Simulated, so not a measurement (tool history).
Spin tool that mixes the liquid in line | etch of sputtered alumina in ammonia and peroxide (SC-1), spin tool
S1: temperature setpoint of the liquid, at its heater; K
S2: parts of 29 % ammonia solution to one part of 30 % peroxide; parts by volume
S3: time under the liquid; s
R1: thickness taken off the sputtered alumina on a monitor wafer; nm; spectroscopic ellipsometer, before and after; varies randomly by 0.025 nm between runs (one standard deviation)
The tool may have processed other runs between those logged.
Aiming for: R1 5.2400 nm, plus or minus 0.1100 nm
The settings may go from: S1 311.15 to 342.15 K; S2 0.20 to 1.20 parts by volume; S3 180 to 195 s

Run 1, hour 0.0: S1 326.15 K, S2 0.70 parts by volume, S3 180 s. Result: R1 10.9500 nm.
Run 2, hour 6.7: S1 324.65 K, S2 0.70 parts by volume, S3 180 s. Result: R1 10.1200 nm.
Run 3, hour 12.5: S1 331.65 K, S2 0.70 parts by volume, S3 180 s. Result: R1 14.6830 nm.
Run 4, hour 21.4: S1 329.15 K, S2 0.70 parts by volume, S3 180 s. Result: R1 12.8530 nm.
Run 5, hour 26.3: S1 329.15 K, S2 0.85 parts by volume, S3 180 s. Result: R1 13.2290 nm.
Run 6, hour 30.1: S1 327.15 K, S2 0.85 parts by volume, S3 180 s. Result: R1 11.7750 nm.
Run 7, hour 32.6: S1 325.15 K, S2 0.85 parts by volume, S3 180 s. Result: R1 10.6660 nm.
Run 8, hour 35.6: S1 325.15 K, S2 0.85 parts by volume, S3 180 s. Result: R1 10.6420 nm.
Run 9, hour 43.2: S1 323.65 K, S2 0.85 parts by volume, S3 180 s. Result: R1 9.7561 nm.
Run 10, hour 46.0: S1 322.15 K, S2 0.85 parts by volume, S3 180 s. Result: R1 8.9975 nm.
Run 11, hour 53.4: S1 321.15 K, S2 0.85 parts by volume, S3 180 s. Result: R1 8.5335 nm.
Run 12, hour 59.4: S1 320.15 K, S2 0.85 parts by volume, S3 180 s. Result: R1 8.0403 nm.
Run 13, hour 64.8: S1 319.15 K, S2 0.85 parts by volume, S3 180 s. Result: R1 7.5949 nm.
Run 14, hour 70.6: S1 311.15 K, S2 0.85 parts by volume, S3 180 s. Result: R1 4.7843 nm.

Which one of the following 4 next-run settings gets every result inside its allowed miss? There is exactly one.
Run A, hour 76.4: S1 312.65 K, S2 1.15 parts by volume, S3 185 s. Result: R1 ?.
Run B, hour 76.4: S1 312.15 K, S2 0.75 parts by volume, S3 190 s. Result: R1 ?.
Run C, hour 76.4: S1 311.15 K, S2 0.85 parts by volume, S3 185 s. Result: R1 ?.
Run D, hour 76.4: S1 311.65 K, S2 0.80 parts by volume, S3 185 s. Result: R1 ?.

move      R1
   A  5.5044
   B  5.2684
   C  4.8910
   D  5.0102
A: carries the result that was furthest off beyond its target, to the other side
B: every result within its allowed miss
C: gains on the last run, yet a result remains outside its allowed miss
D: gains on the last run, yet a result remains outside its allowed miss
Correct choice: B, which meets every target
